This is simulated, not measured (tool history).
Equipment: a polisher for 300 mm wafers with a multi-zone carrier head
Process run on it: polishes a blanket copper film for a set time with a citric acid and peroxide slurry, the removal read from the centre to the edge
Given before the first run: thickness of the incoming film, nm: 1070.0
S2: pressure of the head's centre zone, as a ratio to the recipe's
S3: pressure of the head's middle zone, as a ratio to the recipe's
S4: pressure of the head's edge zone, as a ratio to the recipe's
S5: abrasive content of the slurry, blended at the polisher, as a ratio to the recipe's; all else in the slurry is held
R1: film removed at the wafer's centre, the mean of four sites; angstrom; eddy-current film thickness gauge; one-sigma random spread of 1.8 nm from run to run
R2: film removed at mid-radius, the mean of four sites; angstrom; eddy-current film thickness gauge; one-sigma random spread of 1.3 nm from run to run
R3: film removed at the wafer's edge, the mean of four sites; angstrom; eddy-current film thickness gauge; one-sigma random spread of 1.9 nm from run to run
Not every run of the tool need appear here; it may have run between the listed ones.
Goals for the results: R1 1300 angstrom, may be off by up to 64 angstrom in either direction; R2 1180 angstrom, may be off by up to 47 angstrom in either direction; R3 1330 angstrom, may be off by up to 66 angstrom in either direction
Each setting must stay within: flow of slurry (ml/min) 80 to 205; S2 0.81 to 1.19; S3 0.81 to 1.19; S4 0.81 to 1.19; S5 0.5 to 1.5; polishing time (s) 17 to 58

run 1 hour=0 | flow_of_slurry_(ml/min)=135 S2=1 S3=1 S4=1 S5=1 polishing_time_(s)=37 | R1=1093.1 R2=1053.2 R3=1023.1
run 2 hour=7.8 | flow_of_slurry_(ml/min)=150 S2=1 S3=1 S4=1 S5=1 polishing_time_(s)=37 | R1=1110.6 R2=1080.7 R3=1057.4
run 3 hour=8.6 | flow_of_slurry_(ml/min)=150 S2=1 S3=1 S4=1.07 S5=1 polishing_time_(s)=37 | R1=1102.3 R2=1084.6 R3=1099.8
run 4 hour=15.1 | flow_of_slurry_(ml/min)=160 S2=1.02 S3=0.99 S4=1.1 S5=1.05 polishing_time_(s)=37 | R1=1142.3 R2=1090.8 R3=1144.7
run 5 hour=16.6 | flow_of_slurry_(ml/min)=165 S2=1.03 S3=0.99 S4=1.12 S5=1.1 polishing_time_(s)=37 | R1=1167.2 R2=1113.2 R3=1185
run 6 hour=21.5 | flow_of_slurry_(ml/min)=170 S2=1.05 S3=0.99 S4=1.14 S5=1.15 polishing_time_(s)=37 | R1=1243.4 R2=1125.9 R3=1211.7
run 7 hour=25.1 | flow_of_slurry_(ml/min)=175 S2=1.05 S3=0.99 S4=1.16 S5=1.2 polishing_time_(s)=37 | R1=1257.8 R2=1142.8 R3=1247.4
run 8 hour=29.8 | flow_of_slurry_(ml/min)=180 S2=1.05 S3=0.99 S4=1.17 S5=1.2 polishing_time_(s)=37 | R1=1247.7 R2=1162.8 R3=1225.2

Consider the 5 candidate settings below. Which is the only one whose results all fall within their allowed miss of target?
run A hour=34.5 | flow_of_slurry_(ml/min)=200 S2=0.9 S3=0.98 S4=1.19 S5=1.05 polishing_time_(s)=38 | R1=? R2=? R3=?
run B hour=34.5 | flow_of_slurry_(ml/min)=180 S2=1.05 S3=0.96 S4=1.19 S5=1.1 polishing_time_(s)=40 | R1=? R2=? R3=?
run C hour=34.5 | flow_of_slurry_(ml/min)=205 S2=1.06 S3=1.03 S4=1.06 S5=0.85 polishing_time_(s)=40 | R1=? R2=? R3=?
run D hour=34.5 | flow_of_slurry_(ml/min)=180 S2=1.05 S3=1.11 S4=1.08 S5=1.3 polishing_time_(s)=33 | R1=? R2=? R3=?
run E hour=34.5 | flow_of_slurry_(ml/min)=205 S2=1.08 S3=1.11 S4=1.17 S5=1 polishing_time_(s)=35 | R1=? R2=? R3=?

move=A R1=1150.4 R2=1169.4 R3=1257.1
move=B R1=1318.8 R2=1204 R3=1323.6
move=C R1=1267.6 R2=1217.5 R3=1181.4
move=D R1=1137.8 R2=1173.9 R3=1083.2
move=E R1=1172.5 R2=1185.7 R3=1134
A: misses by more than the last run did
B: every result lands within tolerance
C: misses by more than the last run did
D: misses by more than the last run did
E: misses by more than the last run did
The right move is B.

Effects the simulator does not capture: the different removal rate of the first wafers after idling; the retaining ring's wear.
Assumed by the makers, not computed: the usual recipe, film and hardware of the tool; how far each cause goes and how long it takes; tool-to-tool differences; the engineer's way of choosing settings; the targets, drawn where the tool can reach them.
